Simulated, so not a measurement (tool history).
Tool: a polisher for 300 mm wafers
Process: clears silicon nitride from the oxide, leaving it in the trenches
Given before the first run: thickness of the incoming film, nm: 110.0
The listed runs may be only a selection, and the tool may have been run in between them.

run  hour  flow of slurry (ml/min)  pressure of the wafer on the pad (kPa)  speed of the pad under the wafer (cm/s)  overpolish time after the end point (s)  time until the end point was called (s)
  1     0                      125                                    13.8                                      112                                        7                                   165.61
  2   4.1                      130                                    14.5                                      112                                        7                                   157.32
  3   8.5                      150                                    14.5                                      112                                        7                                   151.99
  4  10.6                      150                                    15.2                                      112                                        7                                   146.32
  5    12                      150                                    15.2                                       90                                        7                                   178.31
  6  19.4                      150                                    17.2                                       90                                        7                                   157.31
  7  21.9                      150                                    17.9                                       90                                        7                                   151.34

The next listed run, before its measurement:
  8  22.5                      150                                    18.6                                       90                                        7                                        ?

Run 8 yielded time until the end point was called (s) 143.98.

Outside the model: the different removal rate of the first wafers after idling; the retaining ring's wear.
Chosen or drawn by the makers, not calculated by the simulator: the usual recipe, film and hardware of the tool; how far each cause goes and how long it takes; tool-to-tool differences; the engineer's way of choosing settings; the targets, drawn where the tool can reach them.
